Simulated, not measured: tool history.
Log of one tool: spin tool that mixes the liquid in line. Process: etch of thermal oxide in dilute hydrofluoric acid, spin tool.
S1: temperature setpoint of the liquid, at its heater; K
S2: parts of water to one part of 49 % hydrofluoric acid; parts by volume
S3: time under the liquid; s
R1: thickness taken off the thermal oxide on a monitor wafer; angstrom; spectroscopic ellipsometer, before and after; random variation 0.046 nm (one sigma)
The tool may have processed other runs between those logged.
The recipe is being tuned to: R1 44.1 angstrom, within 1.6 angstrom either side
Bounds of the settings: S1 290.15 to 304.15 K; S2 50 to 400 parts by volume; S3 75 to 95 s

Run 1, hour 0: S1 296.15 K, S2 225 parts by volume, S3 95 s. Result: R1 19.44 angstrom.
Run 2, hour 7: S1 298.15 K, S2 200 parts by volume, S3 95 s. Result: R1 24.112 angstrom.
Run 3, hour 8.1: S1 295.15 K, S2 200 parts by volume, S3 95 s. Result: R1 21.793 angstrom.
Run 4, hour 16: S1 297.15 K, S2 180 parts by volume, S3 95 s. Result: R1 26.297 angstrom.
Run 5, hour 24.9: S1 294.65 K, S2 180 parts by volume, S3 95 s. Result: R1 24.355 angstrom.
Run 6, hour 29.6: S1 297.65 K, S2 180 parts by volume, S3 95 s. Result: R1 26.65 angstrom.
Run 7, hour 36.3: S1 299.15 K, S2 165 parts by volume, S3 95 s. Result: R1 31.71 angstrom.
Run 8, hour 38.5: S1 300.15 K, S2 160 parts by volume, S3 95 s. Result: R1 33.216 angstrom.
At hour 47: hydrofluoric acid flow meter replaced.
Run 9, hour 47: S1 301.15 K, S2 155 parts by volume, S3 95 s. Result: R1 32.355 angstrom.
Run 10, hour 53.5: S1 301.15 K, S2 85 parts by volume, S3 95 s. Result: R1 65.763 angstrom.
Run 11, hour 59.7: S1 300.15 K, S2 95 parts by volume, S3 95 s. Result: R1 54.743 angstrom.
Run 12, hour 62.7: S1 298.65 K, S2 100 parts by volume, S3 95 s. Result: R1 48.871 angstrom.

Which single option among these 4 for the next run brings every result within its allowed miss of target? Just one does.
Run A, hour 65.7: S1 299.15 K, S2 105 parts by volume, S3 95 s. Result: R1 ?.
Run B, hour 65.7: S1 299.65 K, S2 105 parts by volume, S3 95 s. Result: R1 ?.
Run C, hour 65.7: S1 299.15 K, S2 90 parts by volume, S3 95 s. Result: R1 ?.
Run D, hour 65.7: S1 298.65 K, S2 100 parts by volume, S3 85 s. Result: R1 ?.

move      R1
   A  46.639
   B  47.549
   C  55.477
   D  43.247
A: closes in on the targets versus the last run, not all within tolerance yet
B: closes in on the targets versus the last run, not all within tolerance yet
C: the biggest miss grows against the last run
D: all results land within tolerance of their targets
Answer: D
